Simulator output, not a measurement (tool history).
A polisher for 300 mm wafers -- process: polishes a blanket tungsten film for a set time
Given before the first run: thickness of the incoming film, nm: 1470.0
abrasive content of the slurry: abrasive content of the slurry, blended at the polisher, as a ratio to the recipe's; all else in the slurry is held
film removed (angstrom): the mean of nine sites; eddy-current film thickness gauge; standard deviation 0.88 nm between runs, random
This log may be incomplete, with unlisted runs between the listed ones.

run,hour,flow of slurry (ml/min),pressure of the wafer on the pad (kPa),speed of the pad under the wafer (m/s),abrasive content of the slurry,polishing time (s),film removed (angstrom)
1,0,130,30.3,1.02,1,23,1596.5
2,1.8,150,30.3,1.02,1,23,1602.5
3,6.7,180,30.3,1.02,1,23,1688.8
4,12,180,30.3,1.02,1.1,23,1699.3
5,20.5,175,27.6,1.02,1.1,23,1560.2
6,23,170,24.8,1.02,1.1,23,1391.3
7,31.9,165,22.8,1.02,1.1,23,1275.9
8,37.5,160,21.4,1.02,1.1,23,1178.7

Run 9 comes next. What will it give?
9,40.6,155,20.7,1.02,1.1,23,?

{"run 9": {"film removed (angstrom)": 1164.8}}

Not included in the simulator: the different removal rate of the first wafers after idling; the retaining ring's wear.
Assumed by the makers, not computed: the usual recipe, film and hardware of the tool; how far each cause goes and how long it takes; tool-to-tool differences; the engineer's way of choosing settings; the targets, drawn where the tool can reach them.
